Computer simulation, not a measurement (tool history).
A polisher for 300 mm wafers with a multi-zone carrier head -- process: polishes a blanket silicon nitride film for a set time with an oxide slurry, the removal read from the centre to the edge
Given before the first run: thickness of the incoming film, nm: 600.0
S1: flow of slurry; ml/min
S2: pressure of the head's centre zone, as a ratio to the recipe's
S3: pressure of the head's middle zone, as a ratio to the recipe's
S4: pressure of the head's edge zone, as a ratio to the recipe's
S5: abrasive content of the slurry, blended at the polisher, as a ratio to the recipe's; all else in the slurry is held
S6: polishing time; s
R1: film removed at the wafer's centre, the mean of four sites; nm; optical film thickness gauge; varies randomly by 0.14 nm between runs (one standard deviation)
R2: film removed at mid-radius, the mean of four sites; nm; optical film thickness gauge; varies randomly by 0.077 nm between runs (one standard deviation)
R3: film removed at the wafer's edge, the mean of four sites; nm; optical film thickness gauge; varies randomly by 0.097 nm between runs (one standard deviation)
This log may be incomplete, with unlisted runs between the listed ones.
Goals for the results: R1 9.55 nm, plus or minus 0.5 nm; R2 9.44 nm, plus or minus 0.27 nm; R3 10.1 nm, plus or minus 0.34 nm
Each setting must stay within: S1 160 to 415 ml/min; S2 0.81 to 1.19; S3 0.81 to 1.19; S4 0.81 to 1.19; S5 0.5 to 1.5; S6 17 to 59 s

run,hour,S1,S2,S3,S4,S5,S6,R1,R2,R3
1,0,265,1,1,1,1,38,13.787,14.017,13.705
2,8.6,255,0.97,0.95,0.97,0.85,38,12.395,12.375,12.437
3,11,255,0.9,0.95,0.97,0.85,38,12.167,12.337,12.888
4,12.3,245,0.88,0.93,0.94,0.75,38,11.084,11.46,11.824
5,17.9,235,0.87,0.9,0.91,0.7,38,10.798,10.828,11.326
6,25.7,200,0.87,0.9,0.91,0.7,38,10.589,10.623,10.875
7,29.6,195,0.85,0.88,0.91,0.65,38,9.9442,9.9837,10.764
8,31.9,190,0.85,0.87,0.9,0.65,38,9.8934,9.805,10.644
9,39.6,185,0.85,0.87,0.89,0.65,38,9.89,9.7113,10.286
10,41.2,180,0.84,0.87,0.89,0.65,38,9.7114,9.6873,10.465
11,50.2,175,0.84,0.87,0.88,0.65,38,9.7339,9.649,10.534
12,51.9,175,0.84,0.87,0.87,0.65,38,9.5609,9.7086,10.382

5 next moves are on the table. One of them brings every result within its allowed miss. Which?
A,53.6,160,0.96,0.84,1.07,0.8,34,?,?,?
B,53.6,215,0.85,0.87,0.86,1,30,?,?,?
C,53.6,170,0.88,0.92,0.94,0.55,40,?,?,?
D,53.6,160,0.88,0.96,0.85,0.55,40,?,?,?
E,53.6,180,1.02,0.94,0.81,0.55,40,?,?,?

move,R1,R2,R3
A,10.107,9.0709,10.99
B,9.6256,9.5556,10.102
C,9.6636,9.8737,10.442
D,9.524,10.098,9.9263
E,10.782,10.166,9.9218
A: moves the result that the last run missed by most past its target, out the other side
B: every result within its allowed miss
C: its largest miss is bigger than the last run's
D: its largest miss is bigger than the last run's
E: its largest miss is bigger than the last run's
Move B is the one to make.
